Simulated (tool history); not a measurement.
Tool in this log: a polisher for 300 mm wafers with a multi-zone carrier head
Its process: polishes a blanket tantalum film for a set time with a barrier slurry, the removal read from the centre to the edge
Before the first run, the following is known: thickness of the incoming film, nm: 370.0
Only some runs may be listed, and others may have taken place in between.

| run | hour | flow of slurry (ml/min) | pressure of the head's centre zone | pressure of the head's middle zone | pressure of the head's edge zone | abrasive content of the slurry | polishing time (s) | film removed at the wafer's centre (nm) | film removed at mid-radius (nm) | film removed at the wafer's edge (nm) |
|---|---|---|---|---|---|---|---|---|---|---|
| 1 | 0.0 | 190 | 1.00 | 1.00 | 1.00 | 1.00 | 70 | 83.470 | 86.716 | 86.128 |
| 2 | 7.0 | 155 | 1.00 | 1.00 | 1.00 | 1.00 | 70 | 80.034 | 82.026 | 84.044 |
| 3 | 10.9 | 155 | 1.00 | 1.06 | 1.00 | 1.00 | 70 | 82.239 | 87.459 | 83.438 |
| 4 | 18.2 | 175 | 1.03 | 1.07 | 1.03 | 1.05 | 70 | 85.880 | 91.722 | 85.919 |
| 5 | 21.4 | 185 | 1.06 | 1.07 | 1.04 | 1.15 | 71 | 91.837 | 94.750 | 90.845 |
| 6 | 28.2 | 200 | 1.09 | 1.08 | 1.05 | 1.20 | 71 | 96.595 | 98.576 | 92.667 |
| 7 | 33.6 | 210 | 1.11 | 1.09 | 1.06 | 1.25 | 71 | 102.100 | 99.153 | 94.540 |

Expected results for the next run?
| 8 | 35.5 | 220 | 1.12 | 1.11 | 1.07 | 1.30 | 71 | ? | ? | ? |

{"run 8": {"film removed at the wafer's centre (nm)": 106.07, "film removed at mid-radius (nm)": 102.71, "film removed at the wafer's edge (nm)": 96.123}}
